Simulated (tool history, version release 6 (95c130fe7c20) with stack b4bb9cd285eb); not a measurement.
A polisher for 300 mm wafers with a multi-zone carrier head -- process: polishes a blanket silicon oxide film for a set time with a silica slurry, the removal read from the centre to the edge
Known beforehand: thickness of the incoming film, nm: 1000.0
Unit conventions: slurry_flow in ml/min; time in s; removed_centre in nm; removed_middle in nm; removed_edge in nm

Run 1, hour 0: slurry_flow 175 ml/min, centre_zone 1, middle_zone 1, edge_zone 1, slurry_solids 1, time 78 s. Result: removed_centre 283.47 nm, removed_middle 277.94 nm, removed_edge 277.93 nm.
Run 2, hour 8.1: slurry_flow 175 ml/min, centre_zone 1, middle_zone 1, edge_zone 1, slurry_solids 1, time 93 s. Result: removed_centre 332.86 nm, removed_middle 328.78 nm, removed_edge 335.98 nm.
Run 3, hour 15.7: slurry_flow 165 ml/min, centre_zone 0.98, middle_zone 0.98, edge_zone 1.01, slurry_solids 1, time 93 s. Result: removed_centre 325.28 nm, removed_middle 323.05 nm, removed_edge 340 nm.
Run 4, hour 21.9: slurry_flow 165 ml/min, centre_zone 0.98, middle_zone 1.01, edge_zone 1.01, slurry_solids 1, time 93 s. Result: removed_centre 328.23 nm, removed_middle 326.79 nm, removed_edge 339.73 nm.
Run 5, hour 24.1: slurry_flow 165 ml/min, centre_zone 0.98, middle_zone 1.01, edge_zone 1.09, slurry_solids 1, time 93 s. Result: removed_centre 324.21 nm, removed_middle 325.61 nm, removed_edge 347.17 nm.
Run 6, hour 29.3: slurry_flow 165 ml/min, centre_zone 0.98, middle_zone 1.01, edge_zone 1.01, slurry_solids 1, time 93 s. Result: removed_centre 327.36 nm, removed_middle 333.43 nm, removed_edge 340.58 nm.

Run 7 has not been measured yet. What should we expect?
Run 7, hour 33.4: slurry_flow 160 ml/min, centre_zone 0.97, middle_zone 0.98, edge_zone 1.02, slurry_solids 1, time 93 s. Result: removed_centre ?, removed_middle ?, removed_edge ?.

Run 7 measured removed_centre 313.4 nm, removed_middle 318.32 nm, removed_edge 331.19 nm.
